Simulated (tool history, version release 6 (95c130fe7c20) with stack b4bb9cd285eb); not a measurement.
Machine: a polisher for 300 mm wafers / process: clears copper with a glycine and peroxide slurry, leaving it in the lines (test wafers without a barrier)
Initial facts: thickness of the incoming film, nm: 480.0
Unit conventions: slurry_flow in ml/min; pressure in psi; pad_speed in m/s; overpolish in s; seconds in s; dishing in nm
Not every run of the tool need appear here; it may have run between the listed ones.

run,hour,slurry_flow,pressure,pad_speed,overpolish,seconds,dishing
1,0,240,2.3,1.2,13,76.756,53.813
2,7.5,240,2.2,1.36,11,71.93,47.869
3,13.6,270,2.1,1.48,9,70.007,40.112
4,14.2,270,1.7,1.48,9,81.846,34.243
5,16,295,1.8,1.58,8,72.339,36.09
6,17.5,265,1.9,1.64,7,67.666,33.542
7,23.6,240,2,1.7,6,65.112,31.862
8,31.4,220,2.1,1.74,6,62.421,32.985
9,32.9,205,2.2,1.78,6,59.112,34.773
10,39.4,205,2.2,1.78,6,59.532,33.997
11,43.2,190,2.3,1.8,6,56.979,35.671

Expected results for the next run?
12,50.1,210,2.3,1.82,6,?,?

Logged for run 12: seconds 54.022 s, dishing 37.019 nm.

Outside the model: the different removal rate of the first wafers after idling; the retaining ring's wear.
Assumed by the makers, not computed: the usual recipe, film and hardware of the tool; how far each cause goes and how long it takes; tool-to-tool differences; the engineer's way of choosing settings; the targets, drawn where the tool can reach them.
